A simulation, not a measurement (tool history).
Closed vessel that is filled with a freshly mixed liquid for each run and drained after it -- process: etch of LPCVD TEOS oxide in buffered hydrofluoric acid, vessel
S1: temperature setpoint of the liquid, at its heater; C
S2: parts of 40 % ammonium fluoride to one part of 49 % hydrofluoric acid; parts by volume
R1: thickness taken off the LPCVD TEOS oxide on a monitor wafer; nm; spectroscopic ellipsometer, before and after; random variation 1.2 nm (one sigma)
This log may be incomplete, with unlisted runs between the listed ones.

Run 1, hour 0.0: S1 21.0 C, S2 19.5 parts by volume, time in the liquid (s) 95. Result: R1 152.87 nm.
Run 2, hour 4.1: S1 22.0 C, S2 19.5 parts by volume, time in the liquid (s) 95. Result: R1 160.86 nm.
Run 3, hour 7.1: S1 19.5 C, S2 19.5 parts by volume, time in the liquid (s) 95. Result: R1 141.15 nm.
Run 4, hour 13.0: S1 20.5 C, S2 19.5 parts by volume, time in the liquid (s) 95. Result: R1 147.49 nm.
Run 5, hour 19.1: S1 20.5 C, S2 19.5 parts by volume, time in the liquid (s) 100. Result: R1 157.03 nm.
Run 6, hour 23.4: S1 20.5 C, S2 19.5 parts by volume, time in the liquid (s) 100. Result: R1 155.01 nm.
Run 7, hour 26.4: S1 21.0 C, S2 19.5 parts by volume, time in the liquid (s) 100. Result: R1 161.36 nm.
Run 8, hour 32.2: S1 21.5 C, S2 19.5 parts by volume, time in the liquid (s) 100. Result: R1 163.81 nm.
Run 9, hour 40.7: S1 22.0 C, S2 19.5 parts by volume, time in the liquid (s) 100. Result: R1 168.51 nm.
At hour 45.0: thermometer replaced.
Run 10, hour 45.0: S1 22.5 C, S2 19.5 parts by volume, time in the liquid (s) 100. Result: R1 155.94 nm.
Run 11, hour 46.1: S1 22.5 C, S2 18.5 parts by volume, time in the liquid (s) 100. Result: R1 165.66 nm.
Run 12, hour 47.7: S1 23.5 C, S2 17.5 parts by volume, time in the liquid (s) 100. Result: R1 186.50 nm.

The next listed run, before its measurement:
Run 13, hour 51.3: S1 24.0 C, S2 17.5 parts by volume, time in the liquid (s) 100. Result: R1 ?.

Run 13 came out at R1 191.29 nm.
